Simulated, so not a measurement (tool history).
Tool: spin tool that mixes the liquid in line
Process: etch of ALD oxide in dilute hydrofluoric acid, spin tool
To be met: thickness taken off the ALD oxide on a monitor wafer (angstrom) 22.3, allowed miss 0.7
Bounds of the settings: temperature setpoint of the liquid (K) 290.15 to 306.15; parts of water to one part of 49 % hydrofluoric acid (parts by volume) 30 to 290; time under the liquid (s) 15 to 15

| run | hour | temperature setpoint of the liquid (K) | parts of water to one part of 49 % hydrofluoric acid (parts by volume) | time under the liquid (s) | thickness taken off the ALD oxide on a monitor wafer (angstrom) |
|---|---|---|---|---|---|
| 1 | 0 | 298.15 | 160 | 15 | 11.821 |
| 2 | 8.7 | 300.15 | 145 | 15 | 14.223 |
| 3 | 11.8 | 302.15 | 145 | 15 | 15.607 |
| 4 | 18.5 | 303.15 | 135 | 15 | 17.671 |
| 5 | 26.2 | 303.15 | 135 | 15 | 17.185 |
| 6 | 31 | 303.15 | 135 | 15 | 17.719 |
| 7 | 35.6 | 304.15 | 130 | 15 | 18.939 |
| 8 | 37.3 | 304.65 | 125 | 15 | 20.366 |

Which of these 4 next moves meets every target?
| A | 39 | 304.65 | 110 | 15 | ? |
| B | 39 | 303.15 | 110 | 15 | ? |
| C | 39 | 304.65 | 105 | 15 | ? |
| D | 39 | 303.65 | 105 | 15 | ? |

| move | thickness taken off the ALD oxide on a monitor wafer (angstrom) |
|---|---|
| A | 23.469 |
| B | 22.205 |
| C | 24.765 |
| D | 23.866 |
A: takes the result that was furthest off past its target
B: meets every target
C: takes the result that was furthest off past its target
D: takes the result that was furthest off past its target
The right move is B.

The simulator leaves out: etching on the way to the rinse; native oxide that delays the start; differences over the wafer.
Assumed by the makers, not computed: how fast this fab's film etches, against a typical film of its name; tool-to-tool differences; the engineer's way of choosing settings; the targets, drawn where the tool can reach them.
